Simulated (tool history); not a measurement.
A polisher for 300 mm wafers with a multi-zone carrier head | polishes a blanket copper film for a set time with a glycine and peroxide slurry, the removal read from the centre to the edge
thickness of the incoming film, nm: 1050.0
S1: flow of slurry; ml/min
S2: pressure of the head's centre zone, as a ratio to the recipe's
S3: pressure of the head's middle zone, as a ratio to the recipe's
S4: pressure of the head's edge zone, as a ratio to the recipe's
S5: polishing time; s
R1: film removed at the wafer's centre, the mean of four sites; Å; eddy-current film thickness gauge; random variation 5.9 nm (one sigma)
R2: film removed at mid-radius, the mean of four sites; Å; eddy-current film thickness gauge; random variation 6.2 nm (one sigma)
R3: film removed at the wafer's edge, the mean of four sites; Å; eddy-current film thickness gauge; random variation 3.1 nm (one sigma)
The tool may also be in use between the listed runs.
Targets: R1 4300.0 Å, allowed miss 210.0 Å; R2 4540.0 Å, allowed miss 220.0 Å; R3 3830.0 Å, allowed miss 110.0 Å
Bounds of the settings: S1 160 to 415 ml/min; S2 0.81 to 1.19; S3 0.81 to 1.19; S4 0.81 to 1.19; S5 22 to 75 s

Run 1, hour 0.0: S1 265 ml/min, S2 1.00, S3 1.00, S4 1.00, S5 48 s. Result: R1 2962.7 Å, R2 3034.7 Å, R3 2914.1 Å.
Run 2, hour 2.6: S1 275 ml/min, S2 1.03, S3 1.04, S4 1.01, S5 51 s. Result: R1 3193.5 Å, R2 3327.5 Å, R3 3130.4 Å.
Run 3, hour 9.7: S1 285 ml/min, S2 1.06, S3 1.07, S4 1.00, S5 53 s. Result: R1 3532.1 Å, R2 3570.1 Å, R3 3211.6 Å.
Run 4, hour 10.4: S1 285 ml/min, S2 1.01, S3 1.07, S4 1.00, S5 53 s. Result: R1 3356.2 Å, R2 3550.0 Å, R3 3273.2 Å.
Run 5, hour 15.1: S1 335 ml/min, S2 1.01, S3 1.07, S4 1.00, S5 53 s. Result: R1 3382.1 Å, R2 3524.1 Å, R3 3295.5 Å.
Run 6, hour 17.2: S1 330 ml/min, S2 1.03, S3 1.09, S4 1.00, S5 55 s. Result: R1 3572.1 Å, R2 3791.9 Å, R3 3409.8 Å.
Run 7, hour 25.6: S1 330 ml/min, S2 1.05, S3 1.11, S4 1.01, S5 56 s. Result: R1 3723.4 Å, R2 3923.9 Å, R3 3471.6 Å.
Run 8, hour 33.9: S1 330 ml/min, S2 1.06, S3 1.12, S4 1.02, S5 57 s. Result: R1 3798.6 Å, R2 4071.2 Å, R3 3594.4 Å.
Run 9, hour 40.1: S1 330 ml/min, S2 1.08, S3 1.13, S4 1.03, S5 58 s. Result: R1 3878.3 Å, R2 4174.0 Å, R3 3662.4 Å.
Run 10, hour 44.4: S1 330 ml/min, S2 1.09, S3 1.14, S4 1.03, S5 59 s. Result: R1 3998.6 Å, R2 4202.0 Å, R3 3730.0 Å.
Run 11, hour 52.4: S1 330 ml/min, S2 1.10, S3 1.15, S4 1.02, S5 60 s. Result: R1 4165.8 Å, R2 4197.1 Å, R3 3736.5 Å.
Run 12, hour 56.0: S1 345 ml/min, S2 1.09, S3 1.16, S4 1.01, S5 60 s. Result: R1 4077.3 Å, R2 4313.9 Å, R3 3749.1 Å.

Which of these 4 next moves meets every target?
Run A, hour 59.6: S1 250 ml/min, S2 1.07, S3 1.19, S4 1.12, S5 59 s. Result: R1 ?, R2 ?, R3 ?.
Run B, hour 59.6: S1 375 ml/min, S2 0.99, S3 1.06, S4 1.06, S5 63 s. Result: R1 ?, R2 ?, R3 ?.
Run C, hour 59.6: S1 360 ml/min, S2 1.04, S3 1.01, S4 1.04, S5 62 s. Result: R1 ?, R2 ?, R3 ?.
Run D, hour 59.6: S1 390 ml/min, S2 1.10, S3 1.19, S4 1.00, S5 62 s. Result: R1 ?, R2 ?, R3 ?.

move      R1      R2      R3
   A  3901.9  4205.5  3791.2
   B  3984.1  4276.1  4036.7
   C  4106.5  4060.5  3929.0
   D  4375.8  4570.0  3863.4
A: further off than the last run
B: further off than the last run
C: brings the result that was furthest off to its target, and leaves another outside
D: meets every target
Move D is the one to make.

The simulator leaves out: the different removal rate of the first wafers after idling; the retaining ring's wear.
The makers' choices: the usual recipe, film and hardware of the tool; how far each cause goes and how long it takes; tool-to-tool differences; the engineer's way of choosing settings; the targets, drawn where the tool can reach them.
